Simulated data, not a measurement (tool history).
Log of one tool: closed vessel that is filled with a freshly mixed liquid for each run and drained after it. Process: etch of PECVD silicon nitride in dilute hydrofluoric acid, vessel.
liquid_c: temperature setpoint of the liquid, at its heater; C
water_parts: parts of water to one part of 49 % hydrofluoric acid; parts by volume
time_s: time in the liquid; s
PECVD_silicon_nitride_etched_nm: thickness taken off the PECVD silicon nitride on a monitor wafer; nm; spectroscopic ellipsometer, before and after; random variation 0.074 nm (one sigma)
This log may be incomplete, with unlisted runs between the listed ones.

run  hour  liquid_c  water_parts  time_s  PECVD_silicon_nitride_etched_nm
  1     0        26          155     375                           4.8604
  2   4.3        28          150     375                           5.6095
  3  12.5      29.5          145     375                           6.4462
  4  15.1      30.5          140     375                           7.0621
  5  17.7      31.5          140     375                           7.4414
  6  22.5      31.5          175     375                           5.9562
  7  29.4        34          125     375                           9.8606

What does the tool deliver on the next run?
  8  37.9      33.5          125     375                                ?

PECVD_silicon_nitride_etched_nm: 9.4362 nm

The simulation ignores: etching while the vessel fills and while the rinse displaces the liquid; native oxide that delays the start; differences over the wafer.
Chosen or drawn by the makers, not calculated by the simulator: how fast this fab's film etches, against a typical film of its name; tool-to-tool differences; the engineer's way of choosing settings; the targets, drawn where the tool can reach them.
